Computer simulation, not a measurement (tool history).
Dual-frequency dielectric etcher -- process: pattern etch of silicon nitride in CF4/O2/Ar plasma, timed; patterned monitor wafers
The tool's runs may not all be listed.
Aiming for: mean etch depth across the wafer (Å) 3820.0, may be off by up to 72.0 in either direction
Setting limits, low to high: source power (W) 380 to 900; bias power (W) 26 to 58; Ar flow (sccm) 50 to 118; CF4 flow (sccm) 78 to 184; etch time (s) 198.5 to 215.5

run  hour  source power (W)  bias power (W)  Ar flow (sccm)  CF4 flow (sccm)  etch time (s)  mean etch depth across the wafer (Å)
  1   0.0               640              42              84              131          215.5                                4885.9
  2   5.1               640              37              84              131          215.5                                4693.7
  3  14.0               640              37              92              131          215.5                                4593.6
  4  15.1               610              37              92              131          215.5                                4424.1
  5  23.7               610              37              92              113          215.5                                4356.5
  6  30.1               590              37              92              113          215.5                                4280.6
  7  34.2               490              36              92              113          215.5                                3680.2
  8  36.1               500              36              92              113          215.5                                3723.6

Which one of the following 5 next-run settings gets every result inside its allowed miss? There is exactly one.
  A  38.0               520              37              91              106          212.0                                     ?
  B  38.0               550              35             102              105          201.5                                     ?
  C  38.0               480              39              99              118          207.5                                     ?
  D  38.0               490              34              89               95          213.5                                     ?
  E  38.0               560              34             104              115          202.0                                     ?

move  mean etch depth across the wafer (Å)
   A                                3825.4
   B                                3647.4
   C                                3587.3
   D                                3555.2
   E                                3687.5
A: all results land within tolerance of their targets
B: moves away from the targets compared with the last run
C: moves away from the targets compared with the last run
D: moves away from the targets compared with the last run
E: moves away from the targets compared with the last run
The right move is A.
